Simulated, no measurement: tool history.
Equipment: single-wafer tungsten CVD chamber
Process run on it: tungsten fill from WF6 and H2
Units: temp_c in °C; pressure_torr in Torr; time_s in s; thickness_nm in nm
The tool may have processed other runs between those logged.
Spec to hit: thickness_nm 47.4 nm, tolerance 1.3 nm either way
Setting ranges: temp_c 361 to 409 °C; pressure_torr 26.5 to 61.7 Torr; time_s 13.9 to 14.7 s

run	day	temp_c	pressure_torr	time_s	thickness_nm
1	0	385	44.1	14.7	35.529
2	0.2	390	44.4	14.7	39.048
3	0.25	390	40.6	14.7	37.002
4	0.55	390	33.7	14.7	34.384
5	0.896	390	33.7	14.7	34.26
6	0.983	390	33.7	13.9	32.278
7	1.192	396	34.7	13.9	36.529
8	1.542	408	36.8	14	45.247
9	1.596	408	37.5	14	45.753

5 next moves are on the table. One of them brings every result within its allowed miss. Which?
A	1.65	409	35.3	13.9	?
B	1.65	399	48.6	14.7	?
C	1.65	409	40.3	14.6	?
D	1.65	409	38.9	14.7	?
E	1.65	409	39.1	14.7	?

move	thickness_nm
A	44.92
B	47.172
C	50.278
D	49.781
E	49.903
A: further off than the last run
B: every result within its allowed miss
C: carries the result that was furthest off beyond its target, to the other side
D: carries the result that was furthest off beyond its target, to the other side
E: carries the result that was furthest off beyond its target, to the other side
Go with B: it meets all targets.
